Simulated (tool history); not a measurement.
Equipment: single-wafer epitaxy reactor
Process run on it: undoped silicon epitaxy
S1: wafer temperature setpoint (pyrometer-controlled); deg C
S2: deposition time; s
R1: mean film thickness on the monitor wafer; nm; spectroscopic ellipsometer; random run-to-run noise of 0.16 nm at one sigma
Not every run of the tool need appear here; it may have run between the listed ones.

run,hour,S1,S2,R1
1,0,650,330,60.407
2,2.5,645,326,53.746
3,4.8,645,367,60.533
4,11.4,645,324,53.462
5,17.5,641,320,48.34
6,22.8,638,318,45.357
7,27.6,636,315,42.87

Run 8 comes next. What will it give?
8,34,634,314,?

{"run 8": {"R1": 40.797}}
